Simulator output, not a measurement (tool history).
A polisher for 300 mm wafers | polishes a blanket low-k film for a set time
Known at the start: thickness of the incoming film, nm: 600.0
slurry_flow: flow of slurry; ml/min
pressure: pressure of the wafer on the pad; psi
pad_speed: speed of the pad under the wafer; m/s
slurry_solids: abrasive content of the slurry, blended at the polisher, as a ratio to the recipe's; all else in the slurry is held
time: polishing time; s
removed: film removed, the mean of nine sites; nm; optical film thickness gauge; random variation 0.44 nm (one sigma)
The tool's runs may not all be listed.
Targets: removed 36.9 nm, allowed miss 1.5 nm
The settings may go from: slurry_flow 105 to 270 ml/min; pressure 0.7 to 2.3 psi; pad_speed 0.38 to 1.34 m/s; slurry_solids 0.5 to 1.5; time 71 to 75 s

run	hour	slurry_flow	pressure	pad_speed	slurry_solids	time	removed
1	0	175	1.5	0.86	1	71	21.466
2	5.5	175	1.5	0.86	1	71	20.971
3	9.2	175	1.5	0.86	0.85	71	20.43
4	18	175	1.7	0.88	0.85	71	23.099
5	20.4	205	1.7	0.88	0.85	71	23.779
6	23.4	205	1.9	0.9	0.85	71	26.876
7	24.2	205	2	0.92	0.85	71	28.335
8	25.8	205	2.1	0.96	0.85	71	30.508
9	31.6	210	2.2	0.98	0.85	71	32.884

4 next moves are on the table. One of them brings every result within its allowed miss. Which?
A	37.4	215	2	0.92	0.75	74	?
B	37.4	185	2	0.82	1	75	?
C	37.4	190	2.1	1.18	0.75	75	?
D	37.4	240	2.3	0.8	0.95	71	?

move	removed
A	28.017
B	28.598
C	35.794
D	30.766
A: further off than the last run
B: further off than the last run
C: meets every target
D: further off than the last run
Answer: C

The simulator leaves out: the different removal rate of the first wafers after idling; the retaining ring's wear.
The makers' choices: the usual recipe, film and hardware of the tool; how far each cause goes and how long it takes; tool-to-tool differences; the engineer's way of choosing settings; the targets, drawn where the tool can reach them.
